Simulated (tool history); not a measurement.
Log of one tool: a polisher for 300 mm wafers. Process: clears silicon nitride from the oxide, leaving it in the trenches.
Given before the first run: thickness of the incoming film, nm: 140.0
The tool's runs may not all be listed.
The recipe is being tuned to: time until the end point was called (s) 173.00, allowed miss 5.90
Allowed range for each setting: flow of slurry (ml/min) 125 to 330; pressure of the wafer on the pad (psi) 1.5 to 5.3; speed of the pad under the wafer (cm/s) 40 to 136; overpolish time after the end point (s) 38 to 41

| run | day | flow of slurry (ml/min) | pressure of the wafer on the pad (psi) | speed of the pad under the wafer (cm/s) | overpolish time after the end point (s) | time until the end point was called (s) |
|---|---|---|---|---|---|---|
| 1 | 0.000 | 210 | 3.4 | 88 | 38 | 123.44 |
| 2 | 0.133 | 210 | 3.3 | 88 | 38 | 125.10 |
| 3 | 0.200 | 230 | 3.3 | 88 | 38 | 122.25 |
| 4 | 0.250 | 185 | 3.3 | 88 | 38 | 129.07 |
| 5 | 0.583 | 185 | 3.3 | 106 | 38 | 107.17 |
| 6 | 0.933 | 180 | 3.1 | 106 | 38 | 116.00 |
| 7 | 1.050 | 175 | 3.0 | 106 | 38 | 119.90 |
| 8 | 1.375 | 170 | 2.9 | 106 | 38 | 124.41 |
| 9 | 1.717 | 170 | 2.8 | 106 | 38 | 128.81 |
| 10 | 1.812 | 170 | 2.7 | 106 | 38 | 130.33 |
| 11 | 2.025 | 170 | 2.6 | 106 | 38 | 134.80 |
| 12 | 2.062 | 165 | 1.7 | 104 | 38 | 205.02 |
| 13 | 2.229 | 180 | 1.9 | 104 | 38 | 182.41 |

Below are 5 possible settings for the next run. Only one of them brings all results inside the allowed miss of their targets. Which is it?
| A | 2.396 | 155 | 1.9 | 102 | 41 | ? |
| B | 2.396 | 205 | 2.4 | 76 | 38 | ? |
| C | 2.396 | 130 | 2.0 | 100 | 38 | ? |
| D | 2.396 | 125 | 2.5 | 86 | 38 | ? |
| E | 2.396 | 180 | 2.2 | 96 | 41 | ? |

| move | time until the end point was called (s) |
|---|---|
| A | 191.04 |
| B | 193.68 |
| C | 193.09 |
| D | 183.36 |
| E | 172.88 |
A: lands further from the targets than the last run did
B: lands further from the targets than the last run did
C: lands further from the targets than the last run did
D: lands further from the targets than the last run did
E: every result lands within tolerance
The right move is E.

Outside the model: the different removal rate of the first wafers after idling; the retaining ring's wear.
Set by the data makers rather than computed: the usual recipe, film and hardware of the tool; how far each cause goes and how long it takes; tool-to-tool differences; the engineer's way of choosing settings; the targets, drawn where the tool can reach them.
